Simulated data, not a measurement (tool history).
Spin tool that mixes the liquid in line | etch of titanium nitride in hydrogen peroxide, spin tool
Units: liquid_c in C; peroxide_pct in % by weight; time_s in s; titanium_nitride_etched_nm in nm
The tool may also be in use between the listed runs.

run 1 hour=0.0 | liquid_c=43.0 peroxide_pct=20.5 time_s=325 | titanium_nitride_etched_nm=4.8799
run 2 hour=4.0 | liquid_c=36.5 peroxide_pct=20.5 time_s=325 | titanium_nitride_etched_nm=2.9138
run 3 hour=8.6 | liquid_c=39.0 peroxide_pct=20.5 time_s=325 | titanium_nitride_etched_nm=3.5517
run 4 hour=17.1 | liquid_c=39.0 peroxide_pct=17.0 time_s=325 | titanium_nitride_etched_nm=3.4080
run 5 hour=25.5 | liquid_c=41.5 peroxide_pct=17.0 time_s=325 | titanium_nitride_etched_nm=4.0818
run 6 hour=28.9 | liquid_c=43.5 peroxide_pct=17.0 time_s=325 | titanium_nitride_etched_nm=4.9745
run 7 hour=30.7 | liquid_c=45.0 peroxide_pct=17.0 time_s=325 | titanium_nitride_etched_nm=5.3689
run 8 hour=39.0 | liquid_c=46.5 peroxide_pct=17.0 time_s=325 | titanium_nitride_etched_nm=5.9785
run 9 hour=45.9 | liquid_c=47.5 peroxide_pct=17.0 time_s=325 | titanium_nitride_etched_nm=6.7050
run 10 hour=46.8 | liquid_c=48.5 peroxide_pct=17.0 time_s=325 | titanium_nitride_etched_nm=6.9800

Forecast run 11:
run 11 hour=55.8 | liquid_c=53.0 peroxide_pct=17.0 time_s=325 | titanium_nitride_etched_nm=?

titanium_nitride_etched_nm: 9.7399 nm

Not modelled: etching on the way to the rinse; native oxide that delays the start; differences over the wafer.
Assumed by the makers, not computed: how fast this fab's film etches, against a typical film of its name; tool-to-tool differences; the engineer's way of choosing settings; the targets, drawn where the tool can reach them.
